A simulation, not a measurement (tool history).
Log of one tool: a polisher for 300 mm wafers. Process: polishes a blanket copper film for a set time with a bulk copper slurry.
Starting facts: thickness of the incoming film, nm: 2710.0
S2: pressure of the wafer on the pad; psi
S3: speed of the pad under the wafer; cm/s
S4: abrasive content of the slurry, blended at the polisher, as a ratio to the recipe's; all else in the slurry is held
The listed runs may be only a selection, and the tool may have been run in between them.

{"run": 1, "day": 0.0, "flow of slurry (ml/min)": 125, "S2": 2.5, "S3": 110, "S4": 1.0, "polishing time (s)": 68, "film removed (nm)": 577.93}
{"run": 2, "day": 0.329, "flow of slurry (ml/min)": 120, "S2": 2.3, "S3": 110, "S4": 1.0, "polishing time (s)": 68, "film removed (nm)": 536.98}
{"run": 3, "day": 0.567, "flow of slurry (ml/min)": 120, "S2": 2.7, "S3": 110, "S4": 1.0, "polishing time (s)": 68, "film removed (nm)": 621.16}
{"run": 4, "day": 0.871, "flow of slurry (ml/min)": 115, "S2": 2.4, "S3": 110, "S4": 1.0, "polishing time (s)": 68, "film removed (nm)": 552.82}
{"run": 5, "day": 0.979, "flow of slurry (ml/min)": 110, "S2": 2.2, "S3": 110, "S4": 1.0, "polishing time (s)": 68, "film removed (nm)": 493.77}
{"run": 6, "day": 1.3, "flow of slurry (ml/min)": 105, "S2": 2.1, "S3": 110, "S4": 1.0, "polishing time (s)": 68, "film removed (nm)": 469.82}
{"run": 7, "day": 1.658, "flow of slurry (ml/min)": 105, "S2": 2.1, "S3": 110, "S4": 1.0, "polishing time (s)": 68, "film removed (nm)": 469.76}
{"run": 8, "day": 1.779, "flow of slurry (ml/min)": 100, "S2": 2.0, "S3": 110, "S4": 1.0, "polishing time (s)": 68, "film removed (nm)": 443.26}
{"run": 9, "day": 1.871, "flow of slurry (ml/min)": 95, "S2": 1.9, "S3": 110, "S4": 1.0, "polishing time (s)": 68, "film removed (nm)": 418.13}

Forecast run 10:
{"run": 10, "day": 1.933, "flow of slurry (ml/min)": 90, "S2": 1.9, "S3": 110, "S4": 1.0, "polishing time (s)": 68, "film removed (nm)": "?"}

{"run 10": {"film removed (nm)": 414.9}}
